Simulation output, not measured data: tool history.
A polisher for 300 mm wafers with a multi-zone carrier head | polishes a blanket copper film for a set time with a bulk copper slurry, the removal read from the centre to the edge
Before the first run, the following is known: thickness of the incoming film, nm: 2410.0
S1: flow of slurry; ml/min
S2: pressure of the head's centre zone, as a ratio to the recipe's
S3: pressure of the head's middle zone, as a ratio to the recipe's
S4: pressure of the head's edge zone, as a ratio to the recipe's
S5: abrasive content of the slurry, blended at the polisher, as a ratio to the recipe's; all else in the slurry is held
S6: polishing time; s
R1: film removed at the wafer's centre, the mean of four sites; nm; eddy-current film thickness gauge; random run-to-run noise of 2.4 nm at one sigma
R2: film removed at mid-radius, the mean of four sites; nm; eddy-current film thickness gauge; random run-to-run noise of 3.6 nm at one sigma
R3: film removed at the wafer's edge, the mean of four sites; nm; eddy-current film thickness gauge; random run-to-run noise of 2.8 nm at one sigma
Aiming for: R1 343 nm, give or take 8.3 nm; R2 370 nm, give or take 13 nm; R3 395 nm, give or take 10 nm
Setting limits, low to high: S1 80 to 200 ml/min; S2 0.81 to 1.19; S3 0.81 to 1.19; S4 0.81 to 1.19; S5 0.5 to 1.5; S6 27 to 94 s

run  hour   S1    S2    S3    S4    S5  S6      R1      R2      R3
  1     0  130     1     1     1     1  60  720.64  723.09  714.95
  2   8.9  130  0.95     1     1     1  60  677.26  713.17   713.3
  3  12.1  130  0.95  1.06     1     1  60  684.26  757.32  710.12
  4  20.7  125  0.94  1.04  0.98  0.95  58  639.23  712.78  673.99
  5  25.2  125  0.94  1.04  0.98  0.95  64  701.05  788.79  743.93
  6  31.2  125  0.94  1.04  1.02  0.95  64  707.32   784.8  752.66
  7    36  120  0.93  1.02  1.01   0.9  61  656.54  706.11     702
  8  44.4  115  0.92  1.01     1  0.85  58  591.12  662.34  655.14
  9  46.4  115  0.92     1  0.99   0.8  55  563.97  607.61  604.95
 10  48.8  110  0.91  0.99  0.98  0.75  53  515.78  572.34  574.07
 11  57.6  110  0.91  0.98  0.97   0.7  51  486.97  540.03  540.41
 12  60.3  110  0.91  0.97  0.96   0.7  50   487.5  519.06   532.3
 13    67  110   0.9  0.96  0.95   0.7  49  472.17  507.33     517
 14  72.2  105  0.89  0.95  0.94   0.7  48  451.41  496.04  504.93
 15  74.5  105  0.88  0.94  0.93   0.7  47  431.82  482.71  486.59
 16  78.6  105  0.88  0.94  0.93   0.7  47  436.89  479.65   486.7
 17  86.6  105  0.87  0.93  0.92   0.7  47  426.38  477.06  487.47
 18  95.6  105  0.87  0.92  0.91   0.7  46  422.26  458.63  472.42

Pick the move, out of 5, that brings all results within their allowed miss; only one does.
  A  104.6   95  0.85  0.87  0.88   0.7  37   ?   ?   ?
  B  104.6  105  0.82     1  0.84  0.65  40   ?   ?   ?
  C  104.6   80  0.85  0.86  0.83  0.85  41   ?   ?   ?
  D  104.6   80  0.85  0.81  0.89  0.75  40   ?   ?   ?
  E  104.6   85  0.87  0.89  1.01   0.8  52   ?   ?   ?

move      R1      R2      R3
   A  319.97  343.94  368.99
   B   340.2   418.8  392.49
   C  345.02  371.07  398.94
   D  328.64  338.48  391.99
   E  453.55  486.74   552.9
A: takes the biggest miss from the last run beyond its target
B: gets the furthest-off result to its target, but another result is out of tolerance
C: hits every target within its allowed miss
D: takes the biggest miss from the last run beyond its target
E: lands further from the targets than the last run did
Go with C: it meets all targets.

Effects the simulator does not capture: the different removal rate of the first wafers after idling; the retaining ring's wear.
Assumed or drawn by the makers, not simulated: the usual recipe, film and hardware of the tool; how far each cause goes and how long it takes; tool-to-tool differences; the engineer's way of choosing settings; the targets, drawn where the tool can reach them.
